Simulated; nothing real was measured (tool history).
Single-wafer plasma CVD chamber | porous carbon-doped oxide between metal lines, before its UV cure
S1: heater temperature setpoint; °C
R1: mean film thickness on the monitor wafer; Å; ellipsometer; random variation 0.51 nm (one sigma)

{"run": 1, "hour": 0.0, "S1": 300, "RF power (W)": 560, "deposition time (s)": 18.9, "R1": 1126.3}
{"run": 2, "hour": 8.3, "S1": 300, "RF power (W)": 560, "deposition time (s)": 18, "R1": 1083.1}
{"run": 3, "hour": 9.5, "S1": 289, "RF power (W)": 560, "deposition time (s)": 18, "R1": 1172.1}
{"run": 4, "hour": 17.1, "S1": 289, "RF power (W)": 605, "deposition time (s)": 18, "R1": 1213.2}
{"run": 5, "hour": 25.2, "S1": 289, "RF power (W)": 530, "deposition time (s)": 18, "R1": 1120.7}
{"run": 6, "hour": 27.2, "S1": 289, "RF power (W)": 450, "deposition time (s)": 18, "R1": 1011.4}
{"run": 7, "hour": 30.5, "S1": 293, "RF power (W)": 445, "deposition time (s)": 18, "R1": 982.87}

Run 8 comes next. What will it give?
{"run": 8, "hour": 35.4, "S1": 296, "RF power (W)": 440, "deposition time (s)": 18, "R1": "?"}

Run 8 gave R1 954.81 Å.
